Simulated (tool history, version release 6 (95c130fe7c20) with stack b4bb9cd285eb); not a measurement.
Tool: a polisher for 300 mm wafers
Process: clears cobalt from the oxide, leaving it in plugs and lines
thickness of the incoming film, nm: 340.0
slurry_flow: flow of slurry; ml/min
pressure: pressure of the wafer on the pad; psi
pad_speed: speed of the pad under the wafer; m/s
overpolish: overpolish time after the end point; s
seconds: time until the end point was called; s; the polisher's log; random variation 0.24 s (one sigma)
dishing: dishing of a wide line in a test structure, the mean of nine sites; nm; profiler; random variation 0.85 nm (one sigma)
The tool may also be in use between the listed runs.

{"run": 1, "hour": 0.0, "slurry_flow": 275, "pressure": 2.3, "pad_speed": 1.3, "overpolish": 10, "seconds": 36.29, "dishing": 47.967}
{"run": 2, "hour": 6.9, "slurry_flow": 275, "pressure": 2.3, "pad_speed": 1.3, "overpolish": 13, "seconds": 36.075, "dishing": 52.776}
{"run": 3, "hour": 14.9, "slurry_flow": 275, "pressure": 2.6, "pad_speed": 1.3, "overpolish": 12, "seconds": 31.6, "dishing": 52.261}
{"run": 4, "hour": 19.8, "slurry_flow": 275, "pressure": 2.8, "pad_speed": 1.3, "overpolish": 12, "seconds": 29.64, "dishing": 51.185}
{"run": 5, "hour": 28.6, "slurry_flow": 275, "pressure": 3.0, "pad_speed": 1.32, "overpolish": 13, "seconds": 27.357, "dishing": 53.715}
{"run": 6, "hour": 29.7, "slurry_flow": 275, "pressure": 2.4, "pad_speed": 1.32, "overpolish": 13, "seconds": 33.357, "dishing": 52.776}

Run 7 comes next. What will it give?
{"run": 7, "hour": 36.3, "slurry_flow": 275, "pressure": 2.7, "pad_speed": 1.34, "overpolish": 13, "seconds": "?", "dishing": "?"}

{"run 7": {"seconds": 29.349, "dishing": 54.111}}
